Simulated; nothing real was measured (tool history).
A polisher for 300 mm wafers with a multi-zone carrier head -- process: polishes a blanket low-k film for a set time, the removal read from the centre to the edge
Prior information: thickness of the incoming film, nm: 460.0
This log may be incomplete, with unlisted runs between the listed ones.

run  hour  flow of slurry (ml/min)  pressure of the head's centre zone  pressure of the head's middle zone  pressure of the head's edge zone  abrasive content of the slurry  polishing time (s)  film removed at the wafer's centre (Å)  film removed at mid-radius (Å)  film removed at the wafer's edge (Å)
  1     0                      150                                   1                                   1                                 1                               1                  72                                  279.85                          286.65                                275.29
  2   7.7                      160                                1.01                                1.03                                 1                             1.1                  72                                   295.5                          310.93                                295.54
  3  12.4                      160                                1.01                                1.03                                 1                             1.1                  58                                  238.67                           258.3                                236.77
  4  15.2                      160                                1.05                                1.03                                 1                             1.1                  58                                  253.38                          261.08                                239.48
  5  18.8                      160                                1.05                                1.07                                 1                             1.1                  58                                  253.38                          268.61                                241.23
  6  23.3                      160                                1.05                                1.01                                 1                             1.1                  58                                  256.17                           250.9                                234.02
  7  25.1                      170                                1.06                                1.04                              0.99                            1.15                  60                                  270.26                          276.99                                253.24
  8  31.6                      180                                1.08                                1.07                              0.97                             1.2                  62                                  294.96                          302.45                                268.32
  9    36                      180                                1.08                                1.07                              0.97                             1.2                  62                                  292.48                          297.32                                262.13
 10    37                      185                                1.08                                1.09                              0.97                            1.25                  64                                  313.14                           324.6                                282.24
 11  41.5                      190                                1.08                                1.11                              0.97                             1.3                  65                                  325.89                          346.79                                   290
 12  45.7                      195                                1.08                                1.12                              0.99                            1.35                  66                                  339.69                          352.06                                303.96
 13  52.6                      195                                1.08                                1.13                              0.98                             1.4                  68                                  353.71                          370.27                                318.45
 14  58.3                      200                                1.08                                1.14                              0.97                             1.4                  69                                   363.4                          397.92                                323.63
 15  63.8                      225                                 1.1                                1.19                              1.06                             1.5                  69                                  387.98                          424.32                                348.93

Run 16 is up next; what results do you expect?
 16  69.2                      225                                 1.1                                1.19                              1.05                             1.5                  70                                       ?                               ?                                     ?

Logged for run 16: film removed at the wafer's centre (Å) 388.08, film removed at mid-radius (Å) 423.21, film removed at the wafer's edge (Å) 352.83.
